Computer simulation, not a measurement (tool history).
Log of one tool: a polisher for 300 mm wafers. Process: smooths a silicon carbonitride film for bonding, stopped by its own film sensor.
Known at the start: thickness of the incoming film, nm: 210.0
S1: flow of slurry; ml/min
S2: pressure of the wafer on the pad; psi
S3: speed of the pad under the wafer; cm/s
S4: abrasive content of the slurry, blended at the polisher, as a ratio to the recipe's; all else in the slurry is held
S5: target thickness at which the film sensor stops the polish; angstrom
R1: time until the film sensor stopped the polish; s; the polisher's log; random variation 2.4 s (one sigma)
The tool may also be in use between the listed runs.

run	hour	S1	S2	S3	S4	S5	R1
1	0.0	130	2.3	86	1.0	1840	140.35
2	8.0	130	2.3	86	1.0	1840	139.39
3	14.6	125	2.1	86	1.0	1840	151.72
4	15.2	125	1.9	84	1.0	1840	166.29
5	22.5	125	1.8	82	1.0	1840	172.48
6	29.3	125	1.8	82	1.0	1820	188.82

Forecast run 7:
7	37.1	125	1.7	82	1.0	1820	?

{"run 7": {"R1": 198.18}}
